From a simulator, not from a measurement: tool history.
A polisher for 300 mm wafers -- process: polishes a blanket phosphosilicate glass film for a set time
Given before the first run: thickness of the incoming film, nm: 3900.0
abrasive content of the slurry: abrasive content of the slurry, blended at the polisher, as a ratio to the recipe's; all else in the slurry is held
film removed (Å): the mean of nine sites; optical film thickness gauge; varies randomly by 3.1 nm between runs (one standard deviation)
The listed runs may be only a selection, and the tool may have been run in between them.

run	hour	flow of slurry (ml/min)	pressure of the wafer on the pad (psi)	speed of the pad under the wafer (m/s)	abrasive content of the slurry	polishing time (s)	film removed (Å)
1	0.0	175	2.9	1.28	1.00	24	2571.7
2	7.3	175	2.9	1.28	1.00	24	2574.9
3	15.6	175	2.9	1.28	1.15	24	2684.9
4	21.4	180	3.1	1.28	1.15	24	2809.8
5	22.3	180	3.3	1.28	1.15	24	2935.0
6	25.2	180	3.5	1.28	1.15	24	3130.4
7	29.7	180	3.6	1.28	1.15	24	3249.6
8	32.7	180	3.7	1.28	1.15	24	3290.3

Forecast run 9:
9	37.3	180	3.8	1.28	1.15	24	?

Run 9 yielded film removed (Å) 3335.7.
